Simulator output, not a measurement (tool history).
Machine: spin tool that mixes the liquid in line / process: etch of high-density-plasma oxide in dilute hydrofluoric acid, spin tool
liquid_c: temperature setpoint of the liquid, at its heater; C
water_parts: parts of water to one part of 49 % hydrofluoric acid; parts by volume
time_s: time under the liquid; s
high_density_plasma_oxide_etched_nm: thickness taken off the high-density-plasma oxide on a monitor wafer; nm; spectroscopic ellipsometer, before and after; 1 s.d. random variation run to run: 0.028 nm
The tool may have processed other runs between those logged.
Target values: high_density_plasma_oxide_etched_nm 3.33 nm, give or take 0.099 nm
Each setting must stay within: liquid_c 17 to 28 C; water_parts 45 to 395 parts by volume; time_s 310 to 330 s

run,hour,liquid_c,water_parts,time_s,high_density_plasma_oxide_etched_nm
1,0,20,220,310,5.3411
2,2.2,19.5,225,310,5.0902
3,9.2,22.5,225,310,5.645
4,17.4,22,230,310,5.4596
5,23.9,25,230,310,6.0771
6,25.8,25,230,330,6.4339
7,30.3,24.5,240,330,5.9754
8,39.1,24,245,330,5.8165
9,46.4,23.5,250,330,5.5504
10,50.9,19.5,310,330,3.6824

Which of these 4 next moves meets every target?
A,55.4,19.5,275,330,?
B,55.4,17,270,310,?
C,55.4,17,310,330,?
D,55.4,21,310,310,?

move,high_density_plasma_oxide_etched_nm
A,4.2663
B,3.7208
C,3.3404
D,3.6486
A: lands further from the targets than the last run did
B: lands further from the targets than the last run did
C: every result within its allowed miss
D: better than the last run, though not everything is in spec
Move C is the one to make.

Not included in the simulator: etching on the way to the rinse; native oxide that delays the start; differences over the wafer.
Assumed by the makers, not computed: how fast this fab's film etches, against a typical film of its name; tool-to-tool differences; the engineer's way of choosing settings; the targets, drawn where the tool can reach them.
